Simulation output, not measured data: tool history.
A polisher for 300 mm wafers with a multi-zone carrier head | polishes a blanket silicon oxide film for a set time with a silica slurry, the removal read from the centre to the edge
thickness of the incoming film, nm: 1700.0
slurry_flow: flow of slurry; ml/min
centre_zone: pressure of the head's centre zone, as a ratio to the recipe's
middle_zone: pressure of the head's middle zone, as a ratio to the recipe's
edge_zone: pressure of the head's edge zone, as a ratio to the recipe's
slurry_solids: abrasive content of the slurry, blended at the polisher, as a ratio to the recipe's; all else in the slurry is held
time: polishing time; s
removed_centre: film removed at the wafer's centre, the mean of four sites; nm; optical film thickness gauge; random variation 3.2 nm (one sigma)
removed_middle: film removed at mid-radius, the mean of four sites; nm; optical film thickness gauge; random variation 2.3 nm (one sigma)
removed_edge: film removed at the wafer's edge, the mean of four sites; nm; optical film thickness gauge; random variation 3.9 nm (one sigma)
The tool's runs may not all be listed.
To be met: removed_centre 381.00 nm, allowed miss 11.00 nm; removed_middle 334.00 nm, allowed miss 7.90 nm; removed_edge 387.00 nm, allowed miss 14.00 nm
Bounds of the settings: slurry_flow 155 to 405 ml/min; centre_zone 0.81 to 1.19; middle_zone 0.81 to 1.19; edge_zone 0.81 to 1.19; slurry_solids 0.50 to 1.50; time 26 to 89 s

run  hour  slurry_flow  centre_zone  middle_zone  edge_zone  slurry_solids  time  removed_centre  removed_middle  removed_edge
  1   0.0          260         1.00         1.00       1.00           1.00    57          280.30          282.72        280.90
  2   4.7          260         1.00         0.91       1.00           1.00    57          282.32          261.33        283.09
  3  11.4          260         1.00         0.91       1.00           1.00    65          322.71          297.90        320.14
  4  16.6          275         1.02         0.92       1.06           1.05    65          337.56          310.15        336.96
  5  22.9          285         1.03         0.91       1.10           1.10    65          351.73          317.83        350.28
  6  30.5          235         1.03         0.91       1.10           1.10    65          341.26          310.32        341.55
  7  35.4          270         1.03         0.90       1.13           1.15    65          358.72          320.00        360.31
  8  43.5          290         1.03         0.90       1.15           1.15    65          355.83          315.41        367.47
  9  51.9          305         1.04         0.91       1.16           1.15    65          357.61          328.21        365.25
 10  58.9          310         1.04         0.90       1.17           1.20    65          368.50          329.04        380.05

Which of these 4 next moves meets every target?
  A  65.9          280         1.07         0.91       1.19           0.85    77               ?               ?             ?
  B  65.9          345         1.00         0.88       1.18           1.20    64               ?               ?             ?
  C  65.9          275         1.07         0.96       1.17           1.10    65               ?               ?             ?
  D  65.9          325         0.98         0.87       1.14           1.15    68               ?               ?             ?

move  removed_centre  removed_middle  removed_edge
   A          382.09          332.72        382.01
   B          355.30          321.71        376.62
   C          364.48          331.83        361.17
   D          361.34          331.02        384.99
A: meets every target
B: further off than the last run
C: further off than the last run
D: further off than the last run
The right move is A.

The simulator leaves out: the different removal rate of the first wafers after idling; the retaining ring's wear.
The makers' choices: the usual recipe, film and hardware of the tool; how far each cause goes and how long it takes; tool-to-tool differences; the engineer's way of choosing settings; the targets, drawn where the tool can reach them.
